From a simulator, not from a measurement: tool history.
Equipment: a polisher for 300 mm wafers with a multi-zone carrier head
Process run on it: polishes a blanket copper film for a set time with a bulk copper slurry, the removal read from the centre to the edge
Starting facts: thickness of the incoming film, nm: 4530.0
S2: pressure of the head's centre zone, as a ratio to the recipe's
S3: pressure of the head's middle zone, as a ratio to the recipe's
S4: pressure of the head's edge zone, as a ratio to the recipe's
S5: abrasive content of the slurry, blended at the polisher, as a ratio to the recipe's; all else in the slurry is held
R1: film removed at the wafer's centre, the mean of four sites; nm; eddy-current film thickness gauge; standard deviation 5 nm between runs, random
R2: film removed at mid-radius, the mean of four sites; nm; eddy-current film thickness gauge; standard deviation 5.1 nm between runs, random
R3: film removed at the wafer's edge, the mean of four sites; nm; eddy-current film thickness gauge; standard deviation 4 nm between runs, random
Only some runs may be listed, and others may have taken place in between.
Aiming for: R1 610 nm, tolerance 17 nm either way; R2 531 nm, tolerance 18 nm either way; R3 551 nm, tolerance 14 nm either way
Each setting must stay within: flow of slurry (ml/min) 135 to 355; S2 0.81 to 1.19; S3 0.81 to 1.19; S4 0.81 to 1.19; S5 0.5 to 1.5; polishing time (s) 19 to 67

{"run": 1, "day": 0.0, "flow of slurry (ml/min)": 225, "S2": 1, "S3": 1, "S4": 1, "S5": 1, "polishing time (s)": 43, "R1": 421.55, "R2": 414.68, "R3": 413.49}
{"run": 2, "day": 0.308, "flow of slurry (ml/min)": 225, "S2": 0.97, "S3": 1, "S4": 1, "S5": 1, "polishing time (s)": 43, "R1": 403.36, "R2": 414.49, "R3": 415.46}
{"run": 3, "day": 0.529, "flow of slurry (ml/min)": 225, "S2": 1.05, "S3": 1, "S4": 1, "S5": 1, "polishing time (s)": 43, "R1": 442.31, "R2": 421.55, "R3": 410.3}
{"run": 4, "day": 0.788, "flow of slurry (ml/min)": 265, "S2": 1.05, "S3": 1, "S4": 1, "S5": 1, "polishing time (s)": 43, "R1": 453.04, "R2": 428.87, "R3": 414.2}
{"run": 5, "day": 1.071, "flow of slurry (ml/min)": 260, "S2": 1.07, "S3": 0.99, "S4": 1.04, "S5": 1.15, "polishing time (s)": 45, "R1": 492.84, "R2": 454.93, "R3": 455.07}
{"run": 6, "day": 1.258, "flow of slurry (ml/min)": 260, "S2": 1.07, "S3": 1.02, "S4": 1.04, "S5": 1.15, "polishing time (s)": 45, "R1": 493.75, "R2": 465.4, "R3": 450.72}
{"run": 7, "day": 1.525, "flow of slurry (ml/min)": 265, "S2": 1.09, "S3": 1.01, "S4": 1.07, "S5": 1.25, "polishing time (s)": 46, "R1": 524.51, "R2": 481.25, "R3": 483.91}
{"run": 8, "day": 1.688, "flow of slurry (ml/min)": 275, "S2": 1.11, "S3": 1.02, "S4": 1.1, "S5": 1.35, "polishing time (s)": 46, "R1": 541.32, "R2": 490.95, "R3": 489.72}
{"run": 9, "day": 1.733, "flow of slurry (ml/min)": 280, "S2": 1.12, "S3": 1.02, "S4": 1.12, "S5": 1.4, "polishing time (s)": 47, "R1": 569.15, "R2": 517.44, "R3": 525.62}
{"run": 10, "day": 1.854, "flow of slurry (ml/min)": 290, "S2": 1.13, "S3": 1.02, "S4": 1.13, "S5": 1.4, "polishing time (s)": 47, "R1": 575.05, "R2": 503.92, "R3": 520.43}

4 next moves are on the table. One of them brings every result within its allowed miss. Which?
{"run": "A", "day": 1.975, "flow of slurry (ml/min)": 295, "S2": 1.15, "S3": 1.1, "S4": 1.13, "S5": 1.4, "polishing time (s)": 47, "R1": "?", "R2": "?", "R3": "?"}
{"run": "B", "day": 1.975, "flow of slurry (ml/min)": 300, "S2": 1.06, "S3": 0.97, "S4": 1.19, "S5": 1.25, "polishing time (s)": 47, "R1": "?", "R2": "?", "R3": "?"}
{"run": "C", "day": 1.975, "flow of slurry (ml/min)": 305, "S2": 1.1, "S3": 0.93, "S4": 1.19, "S5": 1.45, "polishing time (s)": 46, "R1": "?", "R2": "?", "R3": "?"}
{"run": "D", "day": 1.975, "flow of slurry (ml/min)": 310, "S2": 1.11, "S3": 0.97, "S4": 1.07, "S5": 1.5, "polishing time (s)": 50, "R1": "?", "R2": "?", "R3": "?"}

move=A R1=585.59 R2=544.76 R3=520.09
move=B R1=528.18 R2=479.94 R3=524.18
move=C R1=553.07 R2=467.33 R3=528.94
move=D R1=611.93 R2=530.59 R3=548.46
A: just as far off the targets as the last run
B: misses by more than the last run did
C: misses by more than the last run did
D: hits every target within its allowed miss
The move that meets every target is D.

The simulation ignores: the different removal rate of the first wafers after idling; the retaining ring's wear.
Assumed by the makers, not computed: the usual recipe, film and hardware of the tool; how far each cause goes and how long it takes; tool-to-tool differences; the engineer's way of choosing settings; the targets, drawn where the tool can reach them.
